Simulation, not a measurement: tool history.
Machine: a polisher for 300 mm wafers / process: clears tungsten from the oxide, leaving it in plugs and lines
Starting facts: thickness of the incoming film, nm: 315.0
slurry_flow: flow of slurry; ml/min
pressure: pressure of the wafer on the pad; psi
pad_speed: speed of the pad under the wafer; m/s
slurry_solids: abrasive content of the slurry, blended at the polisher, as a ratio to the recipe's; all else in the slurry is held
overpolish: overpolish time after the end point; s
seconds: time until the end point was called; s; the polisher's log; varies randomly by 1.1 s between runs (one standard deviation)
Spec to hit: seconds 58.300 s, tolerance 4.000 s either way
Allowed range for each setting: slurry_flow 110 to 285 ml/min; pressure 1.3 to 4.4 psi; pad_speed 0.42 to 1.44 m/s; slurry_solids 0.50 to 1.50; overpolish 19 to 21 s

run 1 day=0.000 | slurry_flow=180 pressure=2.8 pad_speed=0.92 slurry_solids=1.00 overpolish=19 | seconds=82.703
run 2 day=0.375 | slurry_flow=180 pressure=2.9 pad_speed=0.92 slurry_solids=1.00 overpolish=19 | seconds=80.366
run 3 day=0.704 | slurry_flow=145 pressure=2.9 pad_speed=0.92 slurry_solids=1.00 overpolish=19 | seconds=84.549
run 4 day=1.058 | slurry_flow=145 pressure=3.0 pad_speed=0.92 slurry_solids=1.00 overpolish=19 | seconds=80.771
run 5 day=1.408 | slurry_flow=145 pressure=3.1 pad_speed=0.92 slurry_solids=1.00 overpolish=19 | seconds=80.459
run 6 day=1.488 | slurry_flow=145 pressure=3.2 pad_speed=0.92 slurry_solids=1.00 overpolish=19 | seconds=74.937
run 7 day=1.654 | slurry_flow=145 pressure=3.3 pad_speed=0.92 slurry_solids=1.00 overpolish=19 | seconds=70.194
run 8 day=1.979 | slurry_flow=155 pressure=3.5 pad_speed=0.92 slurry_solids=1.00 overpolish=19 | seconds=71.318
run 9 day=2.042 | slurry_flow=155 pressure=3.6 pad_speed=0.92 slurry_solids=1.00 overpolish=19 | seconds=66.567
run 10 day=2.288 | slurry_flow=155 pressure=3.8 pad_speed=0.94 slurry_solids=1.00 overpolish=19 | seconds=62.514

Pick the move, out of 4, that brings all results within their allowed miss; only one does.
run A day=2.533 | slurry_flow=165 pressure=4.4 pad_speed=0.94 slurry_solids=1.30 overpolish=19 | seconds=?
run B day=2.533 | slurry_flow=160 pressure=4.1 pad_speed=1.08 slurry_solids=1.00 overpolish=20 | seconds=?
run C day=2.533 | slurry_flow=160 pressure=4.2 pad_speed=1.02 slurry_solids=1.05 overpolish=20 | seconds=?
run D day=2.533 | slurry_flow=175 pressure=3.4 pad_speed=1.14 slurry_solids=0.70 overpolish=19 | seconds=?

move=A seconds=49.146
move=B seconds=48.397
move=C seconds=49.600
move=D seconds=56.998
A: takes the biggest miss from the last run beyond its target
B: takes the biggest miss from the last run beyond its target
C: takes the biggest miss from the last run beyond its target
D: every result lands within tolerance
D is the move that brings every result within its allowed miss.
